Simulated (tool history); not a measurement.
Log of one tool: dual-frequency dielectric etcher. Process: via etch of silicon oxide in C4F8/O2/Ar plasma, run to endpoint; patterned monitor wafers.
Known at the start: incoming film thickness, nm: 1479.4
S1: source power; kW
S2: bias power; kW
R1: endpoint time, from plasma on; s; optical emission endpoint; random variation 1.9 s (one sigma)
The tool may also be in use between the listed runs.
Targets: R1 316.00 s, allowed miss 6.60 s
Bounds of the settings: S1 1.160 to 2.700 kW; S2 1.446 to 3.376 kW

Run 1, day 0.000: S1 1.930 kW, S2 2.411 kW. Result: R1 261.33 s.
Run 2, day 0.133: S1 1.850 kW, S2 2.365 kW. Result: R1 266.03 s.
Run 3, day 0.488: S1 1.670 kW, S2 2.365 kW. Result: R1 280.38 s.
Run 4, day 0.633: S1 1.880 kW, S2 2.365 kW. Result: R1 263.52 s.
Run 5, day 0.817: S1 1.880 kW, S2 1.973 kW. Result: R1 279.73 s.
Run 6, day 0.954: S1 2.110 kW, S2 1.973 kW. Result: R1 266.72 s.
Run 7, day 1.096: S1 2.030 kW, S2 1.951 kW. Result: R1 270.40 s.
Run 8, day 1.238: S1 1.960 kW, S2 1.932 kW. Result: R1 275.46 s.
Run 9, day 1.383: S1 1.900 kW, S2 1.914 kW. Result: R1 282.64 s.

Which of these 5 next moves meets every target?
Run A, day 1.529: S1 1.640 kW, S2 1.504 kW. Result: R1 ?.
Run B, day 1.529: S1 1.720 kW, S2 2.868 kW. Result: R1 ?.
Run C, day 1.529: S1 1.680 kW, S2 1.898 kW. Result: R1 ?.
Run D, day 1.529: S1 1.380 kW, S2 1.606 kW. Result: R1 ?.
Run E, day 1.529: S1 2.560 kW, S2 2.279 kW. Result: R1 ?.

move      R1
   A  318.32
   B  261.43
   C  296.68
   D  335.63
   E  238.51
A: meets every target
B: further off than the last run
C: nearer than the last run, and not there yet
D: takes the result that was furthest off past its target
E: further off than the last run
Answer: A
